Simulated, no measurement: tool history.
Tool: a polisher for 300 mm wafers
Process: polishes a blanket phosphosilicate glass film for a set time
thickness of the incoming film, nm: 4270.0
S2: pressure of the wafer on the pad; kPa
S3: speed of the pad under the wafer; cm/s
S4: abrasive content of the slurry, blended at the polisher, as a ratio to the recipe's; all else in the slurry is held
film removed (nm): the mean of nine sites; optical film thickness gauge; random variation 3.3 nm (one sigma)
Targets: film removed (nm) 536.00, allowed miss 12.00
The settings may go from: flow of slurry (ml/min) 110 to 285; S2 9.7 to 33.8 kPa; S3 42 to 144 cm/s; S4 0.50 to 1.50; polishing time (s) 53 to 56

Run 1, hour 0.0: flow of slurry (ml/min) 180, S2 21.4 kPa, S3 92 cm/s, S4 1.00, polishing time (s) 53. Result: film removed (nm) 486.38.
Run 2, hour 2.2: flow of slurry (ml/min) 190, S2 21.4 kPa, S3 92 cm/s, S4 1.00, polishing time (s) 53. Result: film removed (nm) 487.55.
Run 3, hour 9.2: flow of slurry (ml/min) 190, S2 17.9 kPa, S3 92 cm/s, S4 1.00, polishing time (s) 53. Result: film removed (nm) 427.11.
Run 4, hour 12.3: flow of slurry (ml/min) 190, S2 17.9 kPa, S3 92 cm/s, S4 1.00, polishing time (s) 56. Result: film removed (nm) 447.40.
Run 5, hour 15.2: flow of slurry (ml/min) 190, S2 17.9 kPa, S3 72 cm/s, S4 1.00, polishing time (s) 56. Result: film removed (nm) 365.91.
Run 6, hour 21.3: flow of slurry (ml/min) 145, S2 17.9 kPa, S3 72 cm/s, S4 1.00, polishing time (s) 56. Result: film removed (nm) 354.09.
Run 7, hour 22.0: flow of slurry (ml/min) 160, S2 20.0 kPa, S3 72 cm/s, S4 1.00, polishing time (s) 56. Result: film removed (nm) 396.32.
Run 8, hour 26.4: flow of slurry (ml/min) 175, S2 21.4 kPa, S3 72 cm/s, S4 1.00, polishing time (s) 56. Result: film removed (nm) 423.40.
Run 9, hour 35.2: flow of slurry (ml/min) 185, S2 22.8 kPa, S3 72 cm/s, S4 1.00, polishing time (s) 56. Result: film removed (nm) 449.98.
Run 10, hour 38.3: flow of slurry (ml/min) 190, S2 23.4 kPa, S3 72 cm/s, S4 1.00, polishing time (s) 56. Result: film removed (nm) 458.50.
Run 11, hour 39.0: flow of slurry (ml/min) 190, S2 24.1 kPa, S3 72 cm/s, S4 1.00, polishing time (s) 56. Result: film removed (nm) 473.13.
Run 12, hour 39.7: flow of slurry (ml/min) 190, S2 24.8 kPa, S3 72 cm/s, S4 1.00, polishing time (s) 56. Result: film removed (nm) 480.49.
Run 13, hour 42.8: flow of slurry (ml/min) 190, S2 25.5 kPa, S3 72 cm/s, S4 1.00, polishing time (s) 56. Result: film removed (nm) 495.44.
Run 14, hour 49.5: flow of slurry (ml/min) 195, S2 26.2 kPa, S3 72 cm/s, S4 1.00, polishing time (s) 56. Result: film removed (nm) 509.24.
Run 15, hour 52.5: flow of slurry (ml/min) 200, S2 26.9 kPa, S3 72 cm/s, S4 1.00, polishing time (s) 56. Result: film removed (nm) 522.43.

Which of these 5 next moves meets every target?
Run A, hour 55.5: flow of slurry (ml/min) 200, S2 28.3 kPa, S3 68 cm/s, S4 0.95, polishing time (s) 56. Result: film removed (nm) ?.
Run B, hour 55.5: flow of slurry (ml/min) 220, S2 26.9 kPa, S3 70 cm/s, S4 1.10, polishing time (s) 55. Result: film removed (nm) ?.
Run C, hour 55.5: flow of slurry (ml/min) 205, S2 22.8 kPa, S3 76 cm/s, S4 1.10, polishing time (s) 56. Result: film removed (nm) ?.
Run D, hour 55.5: flow of slurry (ml/min) 200, S2 29.0 kPa, S3 68 cm/s, S4 0.95, polishing time (s) 55. Result: film removed (nm) ?.
Run E, hour 55.5: flow of slurry (ml/min) 200, S2 27.6 kPa, S3 66 cm/s, S4 1.05, polishing time (s) 55. Result: film removed (nm) ?.

move  film removed (nm)
   A             506.18
   B             531.43
   C             495.89
   D             507.79
   E             500.49
A: further off than the last run
B: meets every target
C: further off than the last run
D: further off than the last run
E: further off than the last run
Move B is the one to make.

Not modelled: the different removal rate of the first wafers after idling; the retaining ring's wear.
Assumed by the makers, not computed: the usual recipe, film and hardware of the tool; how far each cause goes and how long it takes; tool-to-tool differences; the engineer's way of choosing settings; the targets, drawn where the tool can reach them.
